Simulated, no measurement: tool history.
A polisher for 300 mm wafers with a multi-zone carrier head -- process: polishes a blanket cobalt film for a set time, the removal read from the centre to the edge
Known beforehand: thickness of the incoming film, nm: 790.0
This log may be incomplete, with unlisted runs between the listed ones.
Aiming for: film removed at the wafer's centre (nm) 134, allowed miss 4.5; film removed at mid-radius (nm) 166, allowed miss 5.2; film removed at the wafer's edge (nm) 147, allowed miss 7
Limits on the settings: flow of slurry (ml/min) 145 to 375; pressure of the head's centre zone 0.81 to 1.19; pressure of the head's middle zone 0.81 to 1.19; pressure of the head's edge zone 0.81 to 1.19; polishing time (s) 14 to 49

run  hour  flow of slurry (ml/min)  pressure of the head's centre zone  pressure of the head's middle zone  pressure of the head's edge zone  polishing time (s)  film removed at the wafer's centre (nm)  film removed at mid-radius (nm)  film removed at the wafer's edge (nm)
  1     0                      240                                   1                                   1                                 1                  31                                   226.67                           213.91                                    224
  2   8.8                      235                                0.96                                1.02                              0.96                  28                                   199.67                           198.41                                 198.47
  3  13.8                      225                                0.92                                1.04                              0.95                  26                                   171.43                           185.34                                  180.1
  4  15.2                      195                                0.92                                1.04                              0.95                  26                                   169.62                           185.88                                 175.98
  5  19.8                      195                                0.92                                1.04                               0.9                  26                                   173.83                           181.12                                 175.72
  6  21.5                      195                                0.92                                0.96                               0.9                  26                                   174.67                           171.92                                 176.91
  7  23.7                      185                                 0.9                                0.99                              0.89                  25                                   161.28                           168.27                                 164.73
  8  31.9                      180                                0.88                                1.01                              0.88                  25                                   157.87                           170.12                                 165.18
  9    34                      175                                0.87                                1.03                              0.87                  24                                   146.45                           165.13                                 157.75
 10  39.3                      170                                0.87                                1.05                              0.86                  24                                   148.14                            172.3                                 157.13
 11  47.4                      165                                0.86                                1.05                              0.85                  24                                   142.79                           168.84                                 154.02
 12  53.4                      160                                0.85                                1.05                              0.84                  24                                   144.04                           168.88                                 155.17
 13  57.4                      160                                0.84                                1.06                              0.83                  24                                   141.08                           168.91                                 154.89
 14  64.4                      155                                0.84                                1.07                              0.83                  24                                   142.69                           171.92                                 153.39
 15  66.5                      155                                0.83                                1.07                              0.83                  24                                   140.26                           172.39                                 147.93
     69.3  -- worn pad replaced by a new one
 16  69.3                      155                                0.82                                1.06                              0.85                  24                                   148.04                           181.67                                 165.98
 17  75.7                      155                                0.82                                1.06                              0.84                  24                                   149.56                           185.21                                 167.04
 18  77.5                      155                                0.82                                1.06                              0.84                  24                                    148.3                           182.31                                 165.19
 19    83                      155                                0.82                                1.06                              0.83                  24                                   148.07                           183.09                                 166.76

Which single option among these 4 for the next run brings every result within its allowed miss of target? Just one does.
  A  88.5                      145                                1.04                                1.05                              0.81                  23                                        ?                                ?                                      ?
  B  88.5                      145                                0.82                                1.07                              0.81                  22                                        ?                                ?                                      ?
  C  88.5                      165                                0.83                                1.01                              0.89                  25                                        ?                                ?                                      ?
  D  88.5                      145                                1.17                                1.12                              0.83                  20                                        ?                                ?                                      ?

move  film removed at the wafer's centre (nm)  film removed at mid-radius (nm)  film removed at the wafer's edge (nm)
   A                                   173.25                           172.66                                 151.99
   B                                   133.02                           168.01                                 145.35
   C                                   155.48                           184.63                                 174.39
   D                                   168.31                           158.55                                 133.46
A: lands further from the targets than the last run did
B: every result within its allowed miss
C: lands further from the targets than the last run did
D: takes the result that was furthest off past its target
Move B is the one to make.

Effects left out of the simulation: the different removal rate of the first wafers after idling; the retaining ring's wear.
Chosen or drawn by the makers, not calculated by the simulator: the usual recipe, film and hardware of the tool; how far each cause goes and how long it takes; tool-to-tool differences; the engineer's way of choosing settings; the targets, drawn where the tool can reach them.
